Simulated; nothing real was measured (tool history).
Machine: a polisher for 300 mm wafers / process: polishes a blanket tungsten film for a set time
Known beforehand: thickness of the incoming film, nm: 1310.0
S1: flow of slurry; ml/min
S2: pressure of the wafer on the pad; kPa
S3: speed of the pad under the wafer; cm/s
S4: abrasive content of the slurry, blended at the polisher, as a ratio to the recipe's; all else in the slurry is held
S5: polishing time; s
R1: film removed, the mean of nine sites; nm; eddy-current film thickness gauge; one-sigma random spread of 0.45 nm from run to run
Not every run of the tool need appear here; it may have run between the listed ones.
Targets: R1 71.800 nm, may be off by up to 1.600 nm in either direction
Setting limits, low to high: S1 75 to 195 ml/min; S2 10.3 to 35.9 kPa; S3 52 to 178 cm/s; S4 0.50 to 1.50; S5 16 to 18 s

Run 1, hour 0.0: S1 125 ml/min, S2 22.8 kPa, S3 114 cm/s, S4 1.00, S5 18 s. Result: R1 94.364 nm.
Run 2, hour 6.6: S1 120 ml/min, S2 22.1 kPa, S3 114 cm/s, S4 1.00, S5 18 s. Result: R1 89.616 nm.
Run 3, hour 14.7: S1 115 ml/min, S2 21.4 kPa, S3 114 cm/s, S4 1.00, S5 18 s. Result: R1 87.487 nm.
Run 4, hour 20.1: S1 110 ml/min, S2 20.7 kPa, S3 114 cm/s, S4 1.00, S5 18 s. Result: R1 82.728 nm.
Run 5, hour 23.4: S1 110 ml/min, S2 20.7 kPa, S3 114 cm/s, S4 1.20, S5 18 s. Result: R1 89.101 nm.
Run 6, hour 28.7: S1 110 ml/min, S2 20.7 kPa, S3 138 cm/s, S4 1.20, S5 18 s. Result: R1 107.510 nm.
Run 7, hour 33.4: S1 80 ml/min, S2 13.8 kPa, S3 138 cm/s, S4 1.20, S5 18 s. Result: R1 64.856 nm.
Run 8, hour 40.4: S1 85 ml/min, S2 13.8 kPa, S3 138 cm/s, S4 1.20, S5 18 s. Result: R1 66.883 nm.
Run 9, hour 44.8: S1 90 ml/min, S2 13.8 kPa, S3 138 cm/s, S4 1.20, S5 18 s. Result: R1 68.367 nm.
Run 10, hour 46.0: S1 95 ml/min, S2 13.8 kPa, S3 138 cm/s, S4 1.20, S5 18 s. Result: R1 69.612 nm.

Exercise: of the 5 proposed moves below, exactly one satisfies all targets within the stated allowed misses. Which move is it?
Run A, hour 47.2: S1 120 ml/min, S2 13.1 kPa, S3 150 cm/s, S4 1.20, S5 16 s. Result: R1 ?.
Run B, hour 47.2: S1 80 ml/min, S2 13.1 kPa, S3 166 cm/s, S4 1.25, S5 16 s. Result: R1 ?.
Run C, hour 47.2: S1 85 ml/min, S2 16.5 kPa, S3 118 cm/s, S4 1.15, S5 18 s. Result: R1 ?.
Run D, hour 47.2: S1 85 ml/min, S2 15.2 kPa, S3 132 cm/s, S4 1.20, S5 17 s. Result: R1 ?.
Run E, hour 47.2: S1 80 ml/min, S2 15.2 kPa, S3 146 cm/s, S4 1.25, S5 17 s. Result: R1 ?.

move      R1
   A  68.218
   B  67.608
   C  67.728
   D  66.582
   E  72.853
A: further off than the last run
B: further off than the last run
C: further off than the last run
D: further off than the last run
E: every result lands within tolerance
Move E is the one to make.
